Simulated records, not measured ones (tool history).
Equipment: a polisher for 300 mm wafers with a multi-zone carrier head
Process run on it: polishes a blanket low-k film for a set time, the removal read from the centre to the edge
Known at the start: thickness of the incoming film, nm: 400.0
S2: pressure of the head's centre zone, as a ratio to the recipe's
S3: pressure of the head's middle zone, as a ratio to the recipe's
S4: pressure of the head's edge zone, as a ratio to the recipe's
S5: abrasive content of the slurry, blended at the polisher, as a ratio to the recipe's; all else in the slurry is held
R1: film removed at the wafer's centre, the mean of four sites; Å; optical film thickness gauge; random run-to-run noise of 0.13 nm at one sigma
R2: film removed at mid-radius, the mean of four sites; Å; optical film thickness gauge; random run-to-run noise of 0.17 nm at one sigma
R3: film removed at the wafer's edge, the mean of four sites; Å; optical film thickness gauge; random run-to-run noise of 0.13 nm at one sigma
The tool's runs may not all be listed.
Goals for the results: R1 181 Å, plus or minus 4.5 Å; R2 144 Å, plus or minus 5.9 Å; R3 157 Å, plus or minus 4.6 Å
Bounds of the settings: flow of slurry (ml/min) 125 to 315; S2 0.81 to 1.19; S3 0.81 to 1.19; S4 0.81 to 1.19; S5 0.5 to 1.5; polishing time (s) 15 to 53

Run 1, hour 0: flow of slurry (ml/min) 205, S2 1, S3 1, S4 1, S5 1, polishing time (s) 34. Result: R1 139.57 Å, R2 136.9 Å, R3 139 Å.
Run 2, hour 7.6: flow of slurry (ml/min) 205, S2 0.96, S3 1, S4 1, S5 1, polishing time (s) 34. Result: R1 132.34 Å, R2 136.73 Å, R3 136.54 Å.
Run 3, hour 14.3: flow of slurry (ml/min) 215, S2 0.98, S3 1, S4 1.01, S5 1, polishing time (s) 34. Result: R1 138.72 Å, R2 137.66 Å, R3 137.01 Å.
Run 4, hour 21.9: flow of slurry (ml/min) 215, S2 1, S3 1, S4 1.02, S5 1, polishing time (s) 34. Result: R1 139.97 Å, R2 141.53 Å, R3 142.18 Å.
Run 5, hour 27.2: flow of slurry (ml/min) 215, S2 1, S3 0.93, S4 1.02, S5 1, polishing time (s) 34. Result: R1 139.87 Å, R2 133.51 Å, R3 137.8 Å.
Run 6, hour 28.7: flow of slurry (ml/min) 190, S2 1, S3 0.93, S4 1.02, S5 1, polishing time (s) 34. Result: R1 136.25 Å, R2 128.24 Å, R3 139.35 Å.
Run 7, hour 32.7: flow of slurry (ml/min) 200, S2 1.02, S3 0.93, S4 1.03, S5 1, polishing time (s) 34. Result: R1 142.63 Å, R2 132.19 Å, R3 137.62 Å.
Run 8, hour 40.4: flow of slurry (ml/min) 195, S2 1.03, S3 0.92, S4 1.04, S5 1.05, polishing time (s) 34. Result: R1 143.66 Å, R2 128.37 Å, R3 141.15 Å.
Run 9, hour 45.4: flow of slurry (ml/min) 195, S2 1.03, S3 0.92, S4 1.04, S5 1.05, polishing time (s) 34. Result: R1 143.73 Å, R2 129.67 Å, R3 142.32 Å.
Run 10, hour 53.5: flow of slurry (ml/min) 205, S2 1.05, S3 0.92, S4 1.05, S5 1.05, polishing time (s) 34. Result: R1 145.74 Å, R2 131.33 Å, R3 141.13 Å.

Which one of the following 4 next-run settings gets every result inside its allowed miss? There is exactly one.
Run A, hour 61.6: flow of slurry (ml/min) 180, S2 1.19, S3 0.87, S4 0.96, S5 1.15, polishing time (s) 39. Result: R1 ?, R2 ?, R3 ?.
Run B, hour 61.6: flow of slurry (ml/min) 285, S2 1.16, S3 0.9, S4 1.06, S5 1.05, polishing time (s) 36. Result: R1 ?, R2 ?, R3 ?.
Run C, hour 61.6: flow of slurry (ml/min) 230, S2 1.06, S3 0.82, S4 0.89, S5 1.1, polishing time (s) 43. Result: R1 ?, R2 ?, R3 ?.
Run D, hour 61.6: flow of slurry (ml/min) 290, S2 1.16, S3 0.97, S4 0.96, S5 0.8, polishing time (s) 41. Result: R1 ?, R2 ?, R3 ?.

move      R1      R2      R3
   A  192.46  145.05  158.21
   B   180.7  142.14  155.82
   C  195.81  156.47  170.97
   D  191.05  159.23  156.93
A: takes the biggest miss from the last run beyond its target
B: all results in spec
C: takes the biggest miss from the last run beyond its target
D: takes the biggest miss from the last run beyond its target
So the answer is move B, the one that meets all the targets.
